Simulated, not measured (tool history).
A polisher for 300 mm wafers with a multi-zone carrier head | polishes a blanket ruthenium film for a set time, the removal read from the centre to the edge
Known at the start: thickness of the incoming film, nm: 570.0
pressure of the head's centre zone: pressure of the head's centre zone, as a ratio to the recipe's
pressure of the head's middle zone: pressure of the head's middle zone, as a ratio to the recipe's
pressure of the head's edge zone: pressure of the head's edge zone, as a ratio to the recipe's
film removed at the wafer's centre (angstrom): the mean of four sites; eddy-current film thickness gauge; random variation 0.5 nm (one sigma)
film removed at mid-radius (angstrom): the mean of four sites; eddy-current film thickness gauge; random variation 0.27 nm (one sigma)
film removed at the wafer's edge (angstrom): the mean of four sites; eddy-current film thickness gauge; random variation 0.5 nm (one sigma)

run	day	flow of slurry (ml/min)	pressure of the head's centre zone	pressure of the head's middle zone	pressure of the head's edge zone	polishing time (s)	film removed at the wafer's centre (angstrom)	film removed at mid-radius (angstrom)	film removed at the wafer's edge (angstrom)
1	0.000	255	1.00	1.00	1.00	40	562.37	602.51	581.21
2	0.296	255	1.00	1.00	1.00	49	696.05	745.43	733.11
3	0.329	255	1.00	1.00	1.00	59	828.93	882.01	884.99
4	0.638	255	1.00	1.00	1.00	55	786.42	819.62	813.55
5	0.996	195	1.00	1.00	1.00	55	752.73	803.37	796.61
6	1.229	195	1.00	1.03	1.00	55	776.65	820.39	809.76
7	1.288	195	1.00	1.00	0.98	49	682.94	712.10	692.18
8	1.579	190	0.98	0.98	0.96	44	589.99	632.21	624.26
9	1.883	185	0.98	0.98	0.95	39	514.34	555.73	555.44
10	1.962	190	0.99	0.99	0.94	35	474.16	498.88	491.74
11	2.175	190	0.99	1.00	0.93	33	454.63	480.97	468.22

Run 12, settings as shown, results not yet in. Your forecast:
12	2.221	190	0.99	1.01	0.92	31	?	?	?

Run 12 gave film removed at the wafer's centre (angstrom) 427.70, film removed at mid-radius (angstrom) 457.81, film removed at the wafer's edge (angstrom) 434.87.
